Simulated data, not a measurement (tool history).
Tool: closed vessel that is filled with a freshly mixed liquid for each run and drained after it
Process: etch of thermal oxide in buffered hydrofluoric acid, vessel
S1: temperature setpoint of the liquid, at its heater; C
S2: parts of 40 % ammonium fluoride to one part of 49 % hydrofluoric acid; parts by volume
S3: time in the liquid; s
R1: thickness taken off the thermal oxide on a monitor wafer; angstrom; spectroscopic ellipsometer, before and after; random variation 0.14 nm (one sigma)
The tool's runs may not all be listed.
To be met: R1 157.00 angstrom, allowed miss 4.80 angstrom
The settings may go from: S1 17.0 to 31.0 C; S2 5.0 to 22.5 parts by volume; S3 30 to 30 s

{"run": 1, "hour": 0.0, "S1": 23.0, "S2": 13.5, "S3": 30, "R1": 248.08}
{"run": 2, "hour": 3.2, "S1": 23.0, "S2": 11.5, "S3": 30, "R1": 286.32}
{"run": 3, "hour": 12.5, "S1": 21.0, "S2": 12.5, "S3": 30, "R1": 236.31}
{"run": 4, "hour": 14.4, "S1": 21.0, "S2": 16.0, "S3": 30, "R1": 188.08}
{"run": 5, "hour": 19.2, "S1": 21.0, "S2": 14.5, "S3": 30, "R1": 203.87}
{"run": 6, "hour": 25.4, "S1": 19.0, "S2": 14.5, "S3": 30, "R1": 185.27}
{"run": 7, "hour": 33.1, "S1": 19.0, "S2": 14.5, "S3": 30, "R1": 185.4}
{"run": 8, "hour": 36.3, "S1": 18.5, "S2": 15.0, "S3": 30, "R1": 174.85}
{"run": 9, "hour": 44.7, "S1": 18.0, "S2": 15.0, "S3": 30, "R1": 166.94}
{"run": 10, "hour": 51.8, "S1": 18.0, "S2": 15.0, "S3": 30, "R1": 167.4}
{"run": 11, "hour": 58.9, "S1": 17.5, "S2": 15.0, "S3": 30, "R1": 162.69}

4 next moves are on the table. One of them brings every result within its allowed miss. Which?
{"run": "A", "hour": 66.0, "S1": 17.0, "S2": 16.5, "S3": 30, "R1": "?"}
{"run": "B", "hour": 66.0, "S1": 17.5, "S2": 16.5, "S3": 30, "R1": "?"}
{"run": "C", "hour": 66.0, "S1": 19.5, "S2": 16.5, "S3": 30, "R1": "?"}
{"run": "D", "hour": 66.0, "S1": 18.5, "S2": 16.5, "S3": 30, "R1": "?"}

move=A R1=144.44
move=B R1=148.63
move=C R1=166.46
move=D R1=157.32
A: takes the result that was furthest off past its target
B: takes the result that was furthest off past its target
C: further off than the last run
D: meets every target
Move D is the one to make.

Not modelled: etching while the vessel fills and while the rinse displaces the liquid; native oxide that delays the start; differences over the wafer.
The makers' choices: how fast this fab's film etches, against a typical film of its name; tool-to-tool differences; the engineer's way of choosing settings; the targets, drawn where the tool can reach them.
